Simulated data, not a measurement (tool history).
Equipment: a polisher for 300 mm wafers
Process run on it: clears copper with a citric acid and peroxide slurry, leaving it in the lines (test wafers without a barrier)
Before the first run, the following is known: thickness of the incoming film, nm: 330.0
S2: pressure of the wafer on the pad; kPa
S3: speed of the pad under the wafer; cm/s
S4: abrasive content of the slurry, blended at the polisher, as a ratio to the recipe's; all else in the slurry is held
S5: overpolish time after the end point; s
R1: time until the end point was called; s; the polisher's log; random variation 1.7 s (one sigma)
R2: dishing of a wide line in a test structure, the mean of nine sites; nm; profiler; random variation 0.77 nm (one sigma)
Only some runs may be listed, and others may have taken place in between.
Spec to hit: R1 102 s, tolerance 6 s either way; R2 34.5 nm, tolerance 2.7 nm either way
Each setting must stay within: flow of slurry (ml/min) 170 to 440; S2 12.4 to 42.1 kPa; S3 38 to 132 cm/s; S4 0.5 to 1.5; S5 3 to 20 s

Run 1, hour 0: flow of slurry (ml/min) 280, S2 26.9 kPa, S3 84 cm/s, S4 1, S5 10 s. Result: R1 112.09 s, R2 17.861 nm.
Run 2, hour 5.4: flow of slurry (ml/min) 280, S2 27.6 kPa, S3 84 cm/s, S4 1, S5 11 s. Result: R1 112.21 s, R2 19.299 nm.
Run 3, hour 7.8: flow of slurry (ml/min) 280, S2 28.3 kPa, S3 84 cm/s, S4 1, S5 12 s. Result: R1 109.82 s, R2 22.374 nm.
Run 4, hour 14.9: flow of slurry (ml/min) 280, S2 28.3 kPa, S3 84 cm/s, S4 1, S5 10 s. Result: R1 107.64 s, R2 19.426 nm.
Run 5, hour 19.2: flow of slurry (ml/min) 280, S2 28.3 kPa, S3 84 cm/s, S4 1, S5 7 s. Result: R1 111.59 s, R2 13.369 nm.
Run 6, hour 20.7: flow of slurry (ml/min) 320, S2 28.3 kPa, S3 84 cm/s, S4 1, S5 7 s. Result: R1 112.06 s, R2 13.586 nm.
Run 7, hour 23.8: flow of slurry (ml/min) 330, S2 31 kPa, S3 84 cm/s, S4 1, S5 12 s. Result: R1 98.414 s, R2 24.905 nm.
Run 8, hour 25.4: flow of slurry (ml/min) 330, S2 29.6 kPa, S3 84 cm/s, S4 1, S5 16 s. Result: R1 102.95 s, R2 30.826 nm.

Exercise: of the 5 proposed moves below, exactly one satisfies all targets within the stated allowed misses. Which move is it?
Run A, hour 27: flow of slurry (ml/min) 295, S2 29 kPa, S3 94 cm/s, S4 0.8, S5 14 s. Result: R1 ?, R2 ?.
Run B, hour 27: flow of slurry (ml/min) 260, S2 22.8 kPa, S3 130 cm/s, S4 1.15, S5 15 s. Result: R1 ?, R2 ?.
Run C, hour 27: flow of slurry (ml/min) 335, S2 28.3 kPa, S3 86 cm/s, S4 0.95, S5 14 s. Result: R1 ?, R2 ?.
Run D, hour 27: flow of slurry (ml/min) 285, S2 28.3 kPa, S3 88 cm/s, S4 0.8, S5 16 s. Result: R1 ?, R2 ?.
Run E, hour 27: flow of slurry (ml/min) 300, S2 33.8 kPa, S3 72 cm/s, S4 1.2, S5 18 s. Result: R1 ?, R2 ?.

move      R1      R2
   A  100.15  26.603
   B  89.646  30.877
   C  106.56  25.143
   D  109.16  27.738
   E  101.53  33.036
A: lands further from the targets than the last run did
B: lands further from the targets than the last run did
C: lands further from the targets than the last run did
D: lands further from the targets than the last run did
E: all results in spec
Go with E: it meets all targets.
